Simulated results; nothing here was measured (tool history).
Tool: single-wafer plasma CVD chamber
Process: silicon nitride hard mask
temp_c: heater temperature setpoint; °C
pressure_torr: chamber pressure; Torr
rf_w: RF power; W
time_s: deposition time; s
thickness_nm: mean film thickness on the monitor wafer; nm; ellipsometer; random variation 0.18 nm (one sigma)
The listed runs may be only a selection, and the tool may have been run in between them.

run,hour,temp_c,pressure_torr,rf_w,time_s,thickness_nm
1,0.0,425,1.91,230,34.9,40.304
2,2.6,425,1.91,250,34.9,42.811
3,7.8,425,2.23,250,34.9,44.810
4,15.9,425,2.27,250,34.9,45.603
5,20.5,434,2.27,250,34.9,45.045
6,24.0,434,2.27,270,34.9,47.558

Run 7 comes next. What will it give?
7,29.5,434,2.21,270,34.9,?

{"run 7": {"thickness_nm": 46.91}}
